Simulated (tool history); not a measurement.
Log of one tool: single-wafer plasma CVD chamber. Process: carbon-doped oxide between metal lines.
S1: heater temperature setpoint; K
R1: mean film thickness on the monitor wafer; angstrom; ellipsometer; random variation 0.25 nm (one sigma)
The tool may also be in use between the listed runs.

Run 1, hour 0: S1 608.15 K, chamber pressure (mTorr) 6350, RF power (kW) 0.51, deposition time (s) 21.9. Result: R1 1166.9 angstrom.
Run 2, hour 7.5: S1 608.15 K, chamber pressure (mTorr) 5530, RF power (kW) 0.51, deposition time (s) 21.9. Result: R1 1138.4 angstrom.
Run 3, hour 11.3: S1 608.15 K, chamber pressure (mTorr) 4710, RF power (kW) 0.51, deposition time (s) 21.9. Result: R1 1099.6 angstrom.
Run 4, hour 13.5: S1 608.15 K, chamber pressure (mTorr) 4710, RF power (kW) 0.51, deposition time (s) 21.9. Result: R1 1102.2 angstrom.
Run 5, hour 20.2: S1 608.15 K, chamber pressure (mTorr) 3810, RF power (kW) 0.51, deposition time (s) 21.9. Result: R1 1062.8 angstrom.
Run 6, hour 25.6: S1 602.15 K, chamber pressure (mTorr) 3810, RF power (kW) 0.51, deposition time (s) 21.9. Result: R1 1084.2 angstrom.
Run 7, hour 34.1: S1 606.15 K, chamber pressure (mTorr) 3810, RF power (kW) 0.5, deposition time (s) 21.9. Result: R1 1050.6 angstrom.
Run 8, hour 38.2: S1 609.15 K, chamber pressure (mTorr) 3810, RF power (kW) 0.495, deposition time (s) 21.9. Result: R1 1027.1 angstrom.
Run 9, hour 43.3: S1 612.15 K, chamber pressure (mTorr) 3810, RF power (kW) 0.495, deposition time (s) 21.9. Result: R1 1023.3 angstrom.
Run 10, hour 46.1: S1 615.15 K, chamber pressure (mTorr) 3810, RF power (kW) 0.49, deposition time (s) 21.9. Result: R1 999.35 angstrom.
Run 11, hour 51: S1 617.15 K, chamber pressure (mTorr) 3810, RF power (kW) 0.49, deposition time (s) 21.9. Result: R1 992.58 angstrom.
Run 12, hour 57.8: S1 619.15 K, chamber pressure (mTorr) 3810, RF power (kW) 0.49, deposition time (s) 21.9. Result: R1 985.48 angstrom.
Run 13, hour 65.5: S1 621.15 K, chamber pressure (mTorr) 3810, RF power (kW) 0.49, deposition time (s) 21.9. Result: R1 980.17 angstrom.
Run 14, hour 73: S1 622.15 K, chamber pressure (mTorr) 3810, RF power (kW) 0.49, deposition time (s) 21.9. Result: R1 971.77 angstrom.
Run 15, hour 77.2: S1 623.15 K, chamber pressure (mTorr) 3810, RF power (kW) 0.49, deposition time (s) 21.9. Result: R1 978.43 angstrom.

Forecast run 16:
Run 16, hour 84: S1 624.15 K, chamber pressure (mTorr) 3810, RF power (kW) 0.485, deposition time (s) 21.9. Result: R1 ?.

{"run 16": {"R1": 960.56}}
